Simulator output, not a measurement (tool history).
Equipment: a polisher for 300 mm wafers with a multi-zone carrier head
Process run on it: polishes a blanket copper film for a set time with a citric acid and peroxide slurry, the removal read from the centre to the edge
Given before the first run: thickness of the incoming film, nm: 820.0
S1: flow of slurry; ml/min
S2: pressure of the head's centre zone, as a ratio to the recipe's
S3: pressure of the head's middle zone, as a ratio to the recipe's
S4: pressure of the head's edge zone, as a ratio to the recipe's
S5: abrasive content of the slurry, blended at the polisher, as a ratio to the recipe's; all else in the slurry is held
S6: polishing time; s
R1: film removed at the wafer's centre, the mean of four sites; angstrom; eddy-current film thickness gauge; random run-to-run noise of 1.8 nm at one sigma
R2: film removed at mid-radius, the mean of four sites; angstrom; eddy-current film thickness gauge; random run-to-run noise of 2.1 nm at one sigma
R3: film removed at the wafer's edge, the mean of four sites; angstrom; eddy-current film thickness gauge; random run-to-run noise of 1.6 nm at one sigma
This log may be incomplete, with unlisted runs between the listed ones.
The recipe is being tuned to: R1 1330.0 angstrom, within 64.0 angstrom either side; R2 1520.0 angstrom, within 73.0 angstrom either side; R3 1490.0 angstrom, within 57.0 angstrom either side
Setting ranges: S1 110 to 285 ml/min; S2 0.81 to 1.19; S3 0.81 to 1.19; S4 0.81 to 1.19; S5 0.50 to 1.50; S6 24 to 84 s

Run 1, hour 0.0: S1 180 ml/min, S2 1.00, S3 1.00, S4 1.00, S5 1.00, S6 54 s. Result: R1 1299.2 angstrom, R2 1175.9 angstrom, R3 1169.6 angstrom.
Run 2, hour 7.4: S1 180 ml/min, S2 1.00, S3 0.97, S4 1.00, S5 1.00, S6 54 s. Result: R1 1354.5 angstrom, R2 1158.9 angstrom, R3 1166.1 angstrom.
Run 3, hour 10.2: S1 185 ml/min, S2 0.99, S3 0.99, S4 1.02, S5 1.05, S6 55 s. Result: R1 1376.9 angstrom, R2 1194.2 angstrom, R3 1219.7 angstrom.
Run 4, hour 18.9: S1 185 ml/min, S2 0.97, S3 1.02, S4 1.03, S5 1.10, S6 56 s. Result: R1 1409.6 angstrom, R2 1242.9 angstrom, R3 1268.9 angstrom.
Run 5, hour 24.5: S1 180 ml/min, S2 0.94, S3 1.05, S4 1.04, S5 1.10, S6 57 s. Result: R1 1353.8 angstrom, R2 1335.2 angstrom, R3 1279.4 angstrom.
Run 6, hour 30.2: S1 180 ml/min, S2 0.94, S3 1.05, S4 1.04, S5 1.20, S6 57 s. Result: R1 1354.1 angstrom, R2 1323.8 angstrom, R3 1306.1 angstrom.
Run 7, hour 37.9: S1 180 ml/min, S2 0.92, S3 1.06, S4 1.05, S5 1.25, S6 57 s. Result: R1 1340.2 angstrom, R2 1315.4 angstrom, R3 1309.1 angstrom.
Run 8, hour 43.2: S1 180 ml/min, S2 0.91, S3 1.08, S4 1.07, S5 1.25, S6 57 s. Result: R1 1315.8 angstrom, R2 1407.8 angstrom, R3 1287.3 angstrom.
Run 9, hour 47.9: S1 175 ml/min, S2 0.89, S3 1.07, S4 1.08, S5 1.30, S6 58 s. Result: R1 1342.7 angstrom, R2 1406.3 angstrom, R3 1356.8 angstrom.
At hour 51.0: centre zone pressure recalibrated.
Run 10, hour 51.0: S1 175 ml/min, S2 0.89, S3 1.07, S4 1.08, S5 1.30, S6 58 s. Result: R1 1174.2 angstrom, R2 1368.3 angstrom, R3 1330.4 angstrom.
Run 11, hour 53.4: S1 180 ml/min, S2 0.89, S3 1.07, S4 1.09, S5 1.30, S6 58 s. Result: R1 1187.5 angstrom, R2 1442.5 angstrom, R3 1346.9 angstrom.
Run 12, hour 58.9: S1 180 ml/min, S2 0.89, S3 1.07, S4 1.09, S5 1.30, S6 58 s. Result: R1 1187.8 angstrom, R2 1381.9 angstrom, R3 1371.2 angstrom.
Run 13, hour 65.1: S1 180 ml/min, S2 0.89, S3 1.07, S4 1.09, S5 1.30, S6 58 s. Result: R1 1149.2 angstrom, R2 1398.3 angstrom, R3 1350.5 angstrom.
Run 14, hour 73.7: S1 180 ml/min, S2 0.90, S3 1.07, S4 1.09, S5 1.30, S6 59 s. Result: R1 1212.3 angstrom, R2 1435.3 angstrom, R3 1384.8 angstrom.
Run 15, hour 75.2: S1 185 ml/min, S2 0.91, S3 1.07, S4 1.09, S5 1.30, S6 59 s. Result: R1 1237.3 angstrom, R2 1446.3 angstrom, R3 1379.4 angstrom.
Run 16, hour 77.1: S1 185 ml/min, S2 0.91, S3 1.07, S4 1.09, S5 1.30, S6 60 s. Result: R1 1255.5 angstrom, R2 1434.5 angstrom, R3 1399.7 angstrom.
Run 17, hour 85.2: S1 185 ml/min, S2 0.91, S3 1.07, S4 1.09, S5 1.30, S6 61 s. Result: R1 1285.2 angstrom, R2 1484.7 angstrom, R3 1414.8 angstrom.

Below are 5 possible settings for the next run. Only one of them brings all results inside the allowed miss of their targets. Which is it?
Run A, hour 93.3: S1 195 ml/min, S2 0.83, S3 0.91, S4 1.12, S5 1.40, S6 62 s. Result: R1 ?, R2 ?, R3 ?.
Run B, hour 93.3: S1 190 ml/min, S2 0.86, S3 1.16, S4 0.98, S5 1.00, S6 63 s. Result: R1 ?, R2 ?, R3 ?.
Run C, hour 93.3: S1 115 ml/min, S2 0.92, S3 1.03, S4 1.01, S5 1.50, S6 68 s. Result: R1 ?, R2 ?, R3 ?.
Run D, hour 93.3: S1 190 ml/min, S2 0.86, S3 0.89, S4 1.13, S5 1.40, S6 62 s. Result: R1 ?, R2 ?, R3 ?.
Run E, hour 93.3: S1 180 ml/min, S2 0.81, S3 0.87, S4 1.19, S5 1.40, S6 66 s. Result: R1 ?, R2 ?, R3 ?.

move      R1      R2      R3
   A  1206.5  1322.3  1496.3
   B  1210.4  1570.1  1351.9
   C  1358.0  1502.5  1487.2
   D  1245.7  1293.6  1499.8
   E  1238.3  1342.2  1631.3
A: puts the biggest miss on target and leaves a different result outside tolerance
B: its largest miss is bigger than the last run's
C: all results land within tolerance of their targets
D: puts the biggest miss on target and leaves a different result outside tolerance
E: the result that was furthest off in the last run now lies on the other side of its target
C meets every target.

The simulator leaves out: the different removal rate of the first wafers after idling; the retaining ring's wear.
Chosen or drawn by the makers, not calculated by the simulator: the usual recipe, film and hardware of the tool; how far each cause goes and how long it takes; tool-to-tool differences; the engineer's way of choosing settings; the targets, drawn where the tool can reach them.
